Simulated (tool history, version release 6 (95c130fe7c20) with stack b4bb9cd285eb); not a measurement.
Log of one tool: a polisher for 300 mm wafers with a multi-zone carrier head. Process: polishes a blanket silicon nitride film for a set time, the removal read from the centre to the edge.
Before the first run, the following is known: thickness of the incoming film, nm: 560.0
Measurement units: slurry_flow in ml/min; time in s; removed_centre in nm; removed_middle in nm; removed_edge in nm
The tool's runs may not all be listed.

Run 1, hour 0.0: slurry_flow 305 ml/min, centre_zone 1.00, middle_zone 1.00, edge_zone 1.00, time 58 s. Result: removed_centre 123.45 nm, removed_middle 122.06 nm, removed_edge 123.58 nm.
Run 2, hour 0.8: slurry_flow 305 ml/min, centre_zone 1.00, middle_zone 0.94, edge_zone 1.00, time 58 s. Result: removed_centre 122.57 nm, removed_middle 115.44 nm, removed_edge 118.89 nm.
Run 3, hour 7.5: slurry_flow 305 ml/min, centre_zone 1.00, middle_zone 0.94, edge_zone 0.93, time 58 s. Result: removed_centre 120.69 nm, removed_middle 116.76 nm, removed_edge 116.04 nm.
Run 4, hour 13.4: slurry_flow 305 ml/min, centre_zone 1.00, middle_zone 0.87, edge_zone 0.93, time 58 s. Result: removed_centre 122.27 nm, removed_middle 107.14 nm, removed_edge 114.63 nm.
Run 5, hour 21.7: slurry_flow 305 ml/min, centre_zone 1.00, middle_zone 0.87, edge_zone 1.00, time 58 s. Result: removed_centre 119.63 nm, removed_middle 107.66 nm, removed_edge 121.25 nm.
Run 6, hour 26.0: slurry_flow 305 ml/min, centre_zone 1.06, middle_zone 0.87, edge_zone 1.00, time 58 s. Result: removed_centre 127.20 nm, removed_middle 108.39 nm, removed_edge 118.62 nm.

Predict the results of run 7:
Run 7, hour 30.6: slurry_flow 305 ml/min, centre_zone 1.05, middle_zone 0.90, edge_zone 1.02, time 60 s. Result: removed_centre ?, removed_middle ?, removed_edge ?.

removed_centre: 131.11 nm
removed_middle: 115.29 nm
removed_edge: 124.76 nm

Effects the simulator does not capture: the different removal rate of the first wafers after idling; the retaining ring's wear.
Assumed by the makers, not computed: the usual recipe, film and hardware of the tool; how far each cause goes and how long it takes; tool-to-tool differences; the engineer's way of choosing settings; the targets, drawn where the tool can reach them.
